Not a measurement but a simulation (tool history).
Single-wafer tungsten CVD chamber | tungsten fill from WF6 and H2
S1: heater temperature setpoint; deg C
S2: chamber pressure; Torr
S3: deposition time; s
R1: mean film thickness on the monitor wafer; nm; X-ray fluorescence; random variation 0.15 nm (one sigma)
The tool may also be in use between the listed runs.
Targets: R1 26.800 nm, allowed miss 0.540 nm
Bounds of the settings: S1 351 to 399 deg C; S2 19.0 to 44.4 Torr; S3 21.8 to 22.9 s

{"run": 1, "day": 0.0, "S1": 375, "S2": 31.7, "S3": 22.9, "R1": 39.439}
{"run": 2, "day": 0.075, "S1": 375, "S2": 35.1, "S3": 22.9, "R1": 41.341}
{"run": 3, "day": 0.45, "S1": 379, "S2": 35.1, "S3": 22.9, "R1": 45.078}
{"run": 4, "day": 0.667, "S1": 379, "S2": 35.1, "S3": 21.8, "R1": 42.17}
{"run": 5, "day": 0.725, "S1": 387, "S2": 35.1, "S3": 21.8, "R1": 49.191}
{"run": 6, "day": 0.808, "S1": 376, "S2": 34.8, "S3": 21.8, "R1": 39.947}
{"run": 7, "day": 1.071, "S1": 369, "S2": 34.6, "S3": 21.8, "R1": 34.895}
{"run": 8, "day": 1.133, "S1": 369, "S2": 34.6, "S3": 21.8, "R1": 35.413}
{"run": 9, "day": 1.392, "S1": 364, "S2": 34.4, "S3": 21.8, "R1": 31.981}
{"run": 10, "day": 1.517, "S1": 361, "S2": 34.3, "S3": 21.8, "R1": 29.768}

Which of these 5 next moves meets every target?
{"run": "A", "day": 1.642, "S1": 363, "S2": 32.7, "S3": 22.9, "R1": "?"}
{"run": "B", "day": 1.642, "S1": 351, "S2": 36.2, "S3": 22.2, "R1": "?"}
{"run": "C", "day": 1.642, "S1": 360, "S2": 32.3, "S3": 22.0, "R1": "?"}
{"run": "D", "day": 1.642, "S1": 352, "S2": 35.5, "S3": 22.9, "R1": "?"}
{"run": "E", "day": 1.642, "S1": 359, "S2": 33.0, "S3": 21.8, "R1": "?"}

move=A R1=31.765
move=B R1=25.510
move=C R1=28.590
move=D R1=26.597
move=E R1=28.075
A: further off than the last run
B: takes the result that was furthest off past its target
C: nearer than the last run, and not there yet
D: meets every target
E: nearer than the last run, and not there yet
Move D is the one to make.

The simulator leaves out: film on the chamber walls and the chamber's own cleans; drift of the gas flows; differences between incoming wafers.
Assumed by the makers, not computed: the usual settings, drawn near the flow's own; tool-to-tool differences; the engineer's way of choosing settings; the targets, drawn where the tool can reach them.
